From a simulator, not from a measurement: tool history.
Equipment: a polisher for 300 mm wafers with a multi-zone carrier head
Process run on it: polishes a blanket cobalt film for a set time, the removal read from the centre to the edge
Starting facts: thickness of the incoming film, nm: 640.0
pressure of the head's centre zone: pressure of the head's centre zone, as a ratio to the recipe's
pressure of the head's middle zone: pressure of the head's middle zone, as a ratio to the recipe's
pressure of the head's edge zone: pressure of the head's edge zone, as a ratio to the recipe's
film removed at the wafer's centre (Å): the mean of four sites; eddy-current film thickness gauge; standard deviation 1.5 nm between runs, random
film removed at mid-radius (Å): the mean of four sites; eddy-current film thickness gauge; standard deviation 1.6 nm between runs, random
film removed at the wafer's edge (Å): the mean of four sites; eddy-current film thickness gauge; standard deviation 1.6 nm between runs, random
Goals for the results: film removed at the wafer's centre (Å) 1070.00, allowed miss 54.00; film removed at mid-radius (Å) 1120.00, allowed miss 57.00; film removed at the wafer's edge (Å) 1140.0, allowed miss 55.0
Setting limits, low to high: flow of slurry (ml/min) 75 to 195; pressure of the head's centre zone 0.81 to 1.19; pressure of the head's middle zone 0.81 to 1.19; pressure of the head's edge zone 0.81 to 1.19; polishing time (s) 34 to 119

run,hour,flow of slurry (ml/min),pressure of the head's centre zone,pressure of the head's middle zone,pressure of the head's edge zone,polishing time (s),film removed at the wafer's centre (Å),film removed at mid-radius (Å),film removed at the wafer's edge (Å)
1,0.0,125,1.00,1.00,1.00,76,2056.80,2069.90,2027.8
2,6.3,125,1.00,1.00,1.07,76,2086.60,2057.60,2098.2
3,6.9,120,0.99,0.99,1.05,68,1865.90,1832.40,1852.7
4,13.0,120,1.03,0.99,1.05,68,1859.10,1836.80,1843.8
5,15.5,120,1.03,0.99,1.05,52,1433.10,1407.50,1392.2
6,18.3,115,1.01,0.99,1.05,50,1361.30,1363.20,1334.5
7,22.2,110,0.99,0.98,1.05,49,1324.90,1284.70,1299.9
8,29.4,105,0.96,0.99,1.06,48,1208.90,1248.10,1304.0
9,33.7,100,0.96,0.99,1.04,47,1160.00,1193.50,1243.9
10,38.2,95,0.96,0.99,1.03,47,1170.50,1219.00,1214.7
11,44.2,85,0.92,0.94,1.02,43,1020.30,1044.40,1101.1
12,50.2,90,0.92,0.95,1.02,43,1008.30,1066.00,1125.9

Of the 4 settings listed for the next run, only one would bring every result within its allowed miss of target. Which one?
A,56.2,105,1.00,1.10,0.90,46,?,?,?
B,56.2,95,0.93,0.96,0.97,45,?,?,?
C,56.2,90,1.15,0.90,1.01,40,?,?,?
D,56.2,85,0.93,0.99,1.02,40,?,?,?

move,film removed at the wafer's centre (Å),film removed at mid-radius (Å),film removed at the wafer's edge (Å)
A,1190.90,1299.60,1139.1
B,1064.60,1117.30,1145.1
C,1161.40,932.87,1033.3
D,929.72,1003.40,1031.4
A: takes the result that was furthest off past its target
B: meets every target
C: takes the result that was furthest off past its target
D: its largest miss is bigger than the last run's
The move that meets every target is B.
